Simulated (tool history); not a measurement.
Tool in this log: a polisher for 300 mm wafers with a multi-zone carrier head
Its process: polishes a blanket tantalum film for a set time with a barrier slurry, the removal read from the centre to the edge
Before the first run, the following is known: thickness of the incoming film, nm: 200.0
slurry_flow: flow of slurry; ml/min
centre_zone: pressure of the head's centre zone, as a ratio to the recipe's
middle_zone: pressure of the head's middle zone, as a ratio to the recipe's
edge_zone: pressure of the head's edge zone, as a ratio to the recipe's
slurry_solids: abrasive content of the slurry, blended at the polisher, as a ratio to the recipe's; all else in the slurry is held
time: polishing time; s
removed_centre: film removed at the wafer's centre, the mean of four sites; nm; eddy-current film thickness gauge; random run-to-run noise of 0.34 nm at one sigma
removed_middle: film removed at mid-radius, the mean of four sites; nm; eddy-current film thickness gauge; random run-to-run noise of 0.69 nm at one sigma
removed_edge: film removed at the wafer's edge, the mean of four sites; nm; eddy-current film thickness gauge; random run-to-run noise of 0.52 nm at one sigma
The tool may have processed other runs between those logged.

run 1 hour=0 | slurry_flow=155 centre_zone=1 middle_zone=1 edge_zone=1 slurry_solids=1 time=32 | removed_centre=50.354 removed_middle=49.456 removed_edge=49.422
run 2 hour=1.3 | slurry_flow=155 centre_zone=1.07 middle_zone=1 edge_zone=1 slurry_solids=1 time=32 | removed_centre=52.971 removed_middle=49.635 removed_edge=48.771
run 3 hour=8.1 | slurry_flow=150 centre_zone=1.05 middle_zone=1.01 edge_zone=1 slurry_solids=1 time=32 | removed_centre=51.462 removed_middle=48.349 removed_edge=48.716
run 4 hour=14.8 | slurry_flow=150 centre_zone=1.05 middle_zone=1.01 edge_zone=1.07 slurry_solids=1 time=32 | removed_centre=51.819 removed_middle=49.075 removed_edge=50.695
run 5 hour=16.2 | slurry_flow=150 centre_zone=1.05 middle_zone=1.01 edge_zone=1.07 slurry_solids=1 time=27 | removed_centre=43.494 removed_middle=41.961 removed_edge=42.467
run 6 hour=18.2 | slurry_flow=150 centre_zone=1.04 middle_zone=1.02 edge_zone=1.07 slurry_solids=1 time=27 | removed_centre=42.844 removed_middle=40.91 removed_edge=43.653
run 7 hour=21.1 | slurry_flow=150 centre_zone=1.04 middle_zone=1.02 edge_zone=1.07 slurry_solids=1 time=27 | removed_centre=42.908 removed_middle=41.656 removed_edge=42.914
run 8 hour=25.2 | slurry_flow=150 centre_zone=1.03 middle_zone=1.04 edge_zone=1.07 slurry_solids=1 time=27 | removed_centre=43.311 removed_middle=42.588 removed_edge=42.46
run 9 hour=32.7 | slurry_flow=150 centre_zone=1.02 middle_zone=1.05 edge_zone=1.08 slurry_solids=1 time=27 | removed_centre=42.814 removed_middle=43.487 removed_edge=42.659
run 10 hour=41.7 | slurry_flow=150 centre_zone=1.01 middle_zone=1.05 edge_zone=1.09 slurry_solids=1 time=27 | removed_centre=41.991 removed_middle=43.121 removed_edge=42.711

For run 11, what comes out?
run 11 hour=45.6 | slurry_flow=150 centre_zone=1 middle_zone=1.06 edge_zone=1.1 slurry_solids=1 time=27 | removed_centre=? removed_middle=? removed_edge=?

{"run 11": {"removed_centre": 42.209, "removed_middle": 42.962, "removed_edge": 43.408}}
